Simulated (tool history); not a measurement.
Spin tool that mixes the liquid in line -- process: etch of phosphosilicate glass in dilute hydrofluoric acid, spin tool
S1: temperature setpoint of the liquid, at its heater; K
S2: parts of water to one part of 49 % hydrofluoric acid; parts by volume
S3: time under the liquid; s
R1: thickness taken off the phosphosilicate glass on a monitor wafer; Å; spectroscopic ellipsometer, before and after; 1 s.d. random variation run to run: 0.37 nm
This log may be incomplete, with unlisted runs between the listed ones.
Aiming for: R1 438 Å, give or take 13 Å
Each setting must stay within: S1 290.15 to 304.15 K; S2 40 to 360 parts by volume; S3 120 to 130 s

| run | hour | S1 | S2 | S3 | R1 |
|---|---|---|---|---|---|
| 1 | 0 | 296.15 | 200 | 120 | 724.64 |
| 2 | 7.4 | 295.65 | 205 | 120 | 688.14 |
| 3 | 8.9 | 295.15 | 210 | 120 | 672.91 |
| 4 | 11.4 | 294.65 | 215 | 120 | 634.89 |
| 5 | 19.7 | 297.65 | 215 | 120 | 708.46 |
| 6 | 26.2 | 296.65 | 220 | 120 | 662.22 |
| 7 | 33.2 | 296.15 | 225 | 120 | 632.49 |
| 8 | 37.6 | 295.65 | 230 | 120 | 612.13 |
| 9 | 39.1 | 295.15 | 235 | 120 | 582.87 |

Consider the 4 candidate settings below. Which is the only one whose results all fall within their allowed miss of target?
| A | 40.6 | 293.65 | 250 | 120 | ? |
| B | 40.6 | 295.65 | 185 | 125 | ? |
| C | 40.6 | 296.15 | 300 | 120 | ? |
| D | 40.6 | 290.15 | 240 | 125 | ? |

| move | R1 |
|---|---|
| A | 506.24 |
| B | 819.78 |
| C | 440.48 |
| D | 485 |
A: nearer than the last run, and not there yet
B: its largest miss is bigger than the last run's
C: in spec on every target
D: nearer than the last run, and not there yet
C is the move that brings every result within its allowed miss.
